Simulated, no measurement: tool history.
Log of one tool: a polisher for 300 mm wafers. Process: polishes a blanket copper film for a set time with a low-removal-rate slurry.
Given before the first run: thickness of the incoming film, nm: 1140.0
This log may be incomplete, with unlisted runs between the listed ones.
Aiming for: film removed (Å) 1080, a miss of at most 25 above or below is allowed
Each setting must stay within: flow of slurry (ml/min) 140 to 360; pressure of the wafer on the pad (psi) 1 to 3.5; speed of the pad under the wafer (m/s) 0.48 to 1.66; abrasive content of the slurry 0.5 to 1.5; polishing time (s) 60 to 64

run,day,flow of slurry (ml/min),pressure of the wafer on the pad (psi),speed of the pad under the wafer (m/s),abrasive content of the slurry,polishing time (s),film removed (Å)
1,0,230,2.2,1.06,1,60,1215.1
2,0.204,230,2.2,1.06,1,60,1222.6
3,0.508,230,2.2,1.06,1,64,1275.4
4,0.692,230,2.2,1.06,1.2,64,1342.9
5,0.775,230,2.2,1.06,1.05,64,1302.1
6,0.833,225,2.1,1.06,1.05,64,1250
7,1.142,225,2,1.06,1.05,64,1191.2
8,1.208,220,2,1.06,1.05,64,1200.2
9,1.533,220,1.9,1.06,1.05,64,1156.8
10,1.604,220,1.8,1.06,1.05,64,1094.2

Which of these 4 next moves meets every target?
A,1.675,215,1.4,1.4,0.8,64,?
B,1.675,245,1.8,1.12,0.9,64,?
C,1.675,230,1.5,1.26,1,64,?
D,1.675,185,2,0.98,1,64,?

move,film removed (Å)
A,1133
B,1137.5
C,1121.2
D,1067.4
A: lands further from the targets than the last run did
B: lands further from the targets than the last run did
C: lands further from the targets than the last run did
D: all results land within tolerance of their targets
Go with D: it meets all targets.
